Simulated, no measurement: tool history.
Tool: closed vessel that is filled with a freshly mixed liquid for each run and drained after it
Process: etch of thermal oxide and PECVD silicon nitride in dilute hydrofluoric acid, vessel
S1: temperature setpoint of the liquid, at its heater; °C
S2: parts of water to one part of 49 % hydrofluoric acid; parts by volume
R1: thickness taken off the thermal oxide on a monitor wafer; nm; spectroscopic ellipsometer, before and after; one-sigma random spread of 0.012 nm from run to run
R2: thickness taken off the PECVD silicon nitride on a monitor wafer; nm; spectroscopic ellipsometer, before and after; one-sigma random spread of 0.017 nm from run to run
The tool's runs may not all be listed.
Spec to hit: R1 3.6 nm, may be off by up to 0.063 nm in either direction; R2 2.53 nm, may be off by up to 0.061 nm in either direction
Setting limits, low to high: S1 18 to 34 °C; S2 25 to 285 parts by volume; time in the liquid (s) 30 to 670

run 1 day=0 | S1=26 S2=155 time_in_the_liquid_(s)=340 | R1=9.7471 R2=6.1046
run 2 day=0.154 | S1=23.5 S2=155 time_in_the_liquid_(s)=340 | R1=8.8738 R2=5.1912
run 3 day=0.208 | S1=26 S2=155 time_in_the_liquid_(s)=340 | R1=9.8245 R2=6.1358
run 4 day=0.462 | S1=26 S2=195 time_in_the_liquid_(s)=340 | R1=7.4585 R2=4.861
run 5 day=0.529 | S1=26 S2=140 time_in_the_liquid_(s)=340 | R1=11.057 R2=6.8597
run 6 day=0.596 | S1=28 S2=140 time_in_the_liquid_(s)=340 | R1=11.922 R2=7.5958
run 7 day=0.675 | S1=24 S2=205 time_in_the_liquid_(s)=375 | R1=7.1707 R2=4.5488
run 8 day=0.771 | S1=23.5 S2=270 time_in_the_liquid_(s)=345 | R1=4.6122 R2=3.0524
run 9 day=0.946 | S1=23.5 S2=270 time_in_the_liquid_(s)=335 | R1=4.4613 R2=2.9993
run 10 day=1.129 | S1=23.5 S2=270 time_in_the_liquid_(s)=325 | R1=4.3484 R2=2.9102
run 11 day=1.408 | S1=23.5 S2=270 time_in_the_liquid_(s)=315 | R1=4.2122 R2=2.8041
run 12 day=1.5 | S1=23.5 S2=270 time_in_the_liquid_(s)=310 | R1=4.1238 R2=2.7821
run 13 day=1.675 | S1=23.5 S2=270 time_in_the_liquid_(s)=305 | R1=4.0755 R2=2.6938
run 14 day=1.983 | S1=23.5 S2=270 time_in_the_liquid_(s)=305 | R1=4.0663 R2=2.6965
run 15 day=2.121 | S1=25 S2=285 time_in_the_liquid_(s)=285 | R1=3.7395 R2=2.62

Which single option among these 5 for the next run brings every result within its allowed miss of target? Just one does.
run A day=2.258 | S1=24.5 S2=245 time_in_the_liquid_(s)=230 | R1=? R2=?
run B day=2.258 | S1=27 S2=275 time_in_the_liquid_(s)=235 | R1=? R2=?
run C day=2.258 | S1=23 S2=230 time_in_the_liquid_(s)=240 | R1=? R2=?
run D day=2.258 | S1=25 S2=285 time_in_the_liquid_(s)=275 | R1=? R2=?
run E day=2.258 | S1=25.5 S2=240 time_in_the_liquid_(s)=210 | R1=? R2=?

move=A R1=3.5835 R2=2.3902
move=B R1=3.4486 R2=2.5329
move=C R1=3.8314 R2=2.4173
move=D R1=3.5985 R2=2.5352
move=E R1=3.4792 R2=2.3693
A: the furthest-off result lands on target, but another misses its tolerance
B: the result that was furthest off in the last run now lies on the other side of its target
C: further off than the last run
D: hits every target within its allowed miss
E: the result that was furthest off in the last run now lies on the other side of its target
D meets every target.
